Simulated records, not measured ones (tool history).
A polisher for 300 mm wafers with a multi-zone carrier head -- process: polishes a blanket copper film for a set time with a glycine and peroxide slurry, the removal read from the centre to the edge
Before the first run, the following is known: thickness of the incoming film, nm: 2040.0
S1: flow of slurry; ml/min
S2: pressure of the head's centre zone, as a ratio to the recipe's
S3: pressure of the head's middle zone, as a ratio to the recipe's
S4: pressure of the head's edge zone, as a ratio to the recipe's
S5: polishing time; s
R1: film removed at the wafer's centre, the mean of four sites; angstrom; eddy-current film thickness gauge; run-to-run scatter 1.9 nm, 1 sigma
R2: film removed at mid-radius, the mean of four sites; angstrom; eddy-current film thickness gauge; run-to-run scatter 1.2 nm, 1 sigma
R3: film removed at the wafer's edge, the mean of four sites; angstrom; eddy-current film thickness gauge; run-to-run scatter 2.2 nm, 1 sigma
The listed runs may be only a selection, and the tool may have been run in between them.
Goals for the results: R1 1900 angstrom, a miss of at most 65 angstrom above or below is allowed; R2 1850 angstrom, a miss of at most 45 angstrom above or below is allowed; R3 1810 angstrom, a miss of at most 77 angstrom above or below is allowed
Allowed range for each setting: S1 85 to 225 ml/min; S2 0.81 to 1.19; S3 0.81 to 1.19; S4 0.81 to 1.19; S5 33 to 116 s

run,hour,S1,S2,S3,S4,S5,R1,R2,R3
1,0,145,1,1,1,74,2534.2,2579.6,2527.6
2,7.9,145,1,0.94,1,74,2510.4,2468,2569
3,10.7,145,1,0.94,1.07,74,2494.9,2429.4,2633.7
4,16.1,140,1,0.94,1.01,68,2308.4,2231.7,2329.8
5,21.6,140,1,0.94,1.06,68,2270.6,2230.7,2408.1
6,28.1,140,1,0.94,1.1,68,2285.6,2230.1,2426.3
7,36.5,140,1,0.94,1.1,68,2263.1,2222.9,2404.7
8,39.6,130,1.01,0.95,1.06,64,2154.8,2071,2240.7
9,40.4,125,1.01,0.96,1.01,61,1972.6,1987.7,2028.5
10,46.2,120,1.03,0.96,0.98,61,2063.2,1961.5,1993
11,53.7,110,1.03,0.96,0.96,61,1961.4,1941.4,1957.7
12,62.3,105,1.04,0.96,0.94,61,1975,1937.1,1950.9

Below are 4 possible settings for the next run. Only one of them brings all results inside the allowed miss of their targets. Which is it?
A,70.9,155,1.14,1.07,0.86,50,?,?,?
B,70.9,160,1.18,1.07,0.82,52,?,?,?
C,70.9,215,1.03,0.99,0.98,51,?,?,?
D,70.9,90,1,0.89,0.85,66,?,?,?

move,R1,R2,R3
A,1893.5,1862.1,1605.2
B,2030.5,1946.9,1640.9
C,1901.9,1871.8,1805.5
D,1990.2,1878.2,1946
A: brings the result that was furthest off to its target, and leaves another outside
B: further off than the last run
C: meets every target
D: brings the result that was furthest off to its target, and leaves another outside
Correct choice: C, which meets every target
